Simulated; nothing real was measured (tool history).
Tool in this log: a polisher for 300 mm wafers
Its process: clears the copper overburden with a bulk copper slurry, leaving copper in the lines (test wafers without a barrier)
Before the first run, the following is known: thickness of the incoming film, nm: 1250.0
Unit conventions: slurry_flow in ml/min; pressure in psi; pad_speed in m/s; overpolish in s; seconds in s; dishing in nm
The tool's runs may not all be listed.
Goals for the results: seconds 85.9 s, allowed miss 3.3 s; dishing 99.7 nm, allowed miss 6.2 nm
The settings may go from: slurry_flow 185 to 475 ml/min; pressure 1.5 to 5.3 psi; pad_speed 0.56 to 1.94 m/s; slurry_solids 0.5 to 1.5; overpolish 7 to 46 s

run 1 day=0 | slurry_flow=305 pressure=3.4 pad_speed=1.24 slurry_solids=1 overpolish=24 | seconds=96.157 dishing=132.02
run 2 day=0.212 | slurry_flow=305 pressure=3.4 pad_speed=1.24 slurry_solids=1 overpolish=29 | seconds=95.13 dishing=140.35
run 3 day=0.575 | slurry_flow=245 pressure=3.4 pad_speed=1.24 slurry_solids=1 overpolish=29 | seconds=97.994 dishing=143.16
run 4 day=0.871 | slurry_flow=290 pressure=3.4 pad_speed=1.24 slurry_solids=1 overpolish=29 | seconds=98.198 dishing=143.5
run 5 day=0.917 | slurry_flow=300 pressure=3.4 pad_speed=1.26 slurry_solids=1 overpolish=24 | seconds=94.404 dishing=129.37
run 6 day=1.242 | slurry_flow=305 pressure=3.4 pad_speed=1.28 slurry_solids=1 overpolish=21 | seconds=92.816 dishing=126.33
run 7 day=1.388 | slurry_flow=325 pressure=3.4 pad_speed=1.3 slurry_solids=1 overpolish=18 | seconds=88.566 dishing=119.29
run 8 day=1.596 | slurry_flow=330 pressure=3.4 pad_speed=1.3 slurry_solids=1 overpolish=16 | seconds=89.708 dishing=113.4
run 9 day=1.821 | slurry_flow=335 pressure=3.4 pad_speed=1.3 slurry_solids=1 overpolish=14 | seconds=90.68 dishing=106.51
run 10 day=2.133 | slurry_flow=340 pressure=3.4 pad_speed=1.3 slurry_solids=1 overpolish=13 | seconds=91.805 dishing=98.822

Which one of the following 5 next-run settings gets every result inside its allowed miss? There is exactly one.
run A day=2.446 | slurry_flow=260 pressure=3.3 pad_speed=1.26 slurry_solids=1.05 overpolish=15 | seconds=? dishing=?
run B day=2.446 | slurry_flow=370 pressure=2.5 pad_speed=1.52 slurry_solids=0.85 overpolish=18 | seconds=? dishing=?
run C day=2.446 | slurry_flow=405 pressure=3.9 pad_speed=1.06 slurry_solids=1 overpolish=13 | seconds=? dishing=?
run D day=2.446 | slurry_flow=345 pressure=3.2 pad_speed=1.44 slurry_solids=0.95 overpolish=11 | seconds=? dishing=?
run E day=2.446 | slurry_flow=430 pressure=2.9 pad_speed=1.6 slurry_solids=0.95 overpolish=13 | seconds=? dishing=?

move=A seconds=97.826 dishing=100.31
move=B seconds=107.53 dishing=100.75
move=C seconds=95.379 dishing=95.093
move=D seconds=87.85 dishing=87.717
move=E seconds=85.769 dishing=97.668
A: misses by more than the last run did
B: misses by more than the last run did
C: misses by more than the last run did
D: brings the result that was furthest off to its target, and leaves another outside
E: each result inside its tolerance
Move E is the one to make.
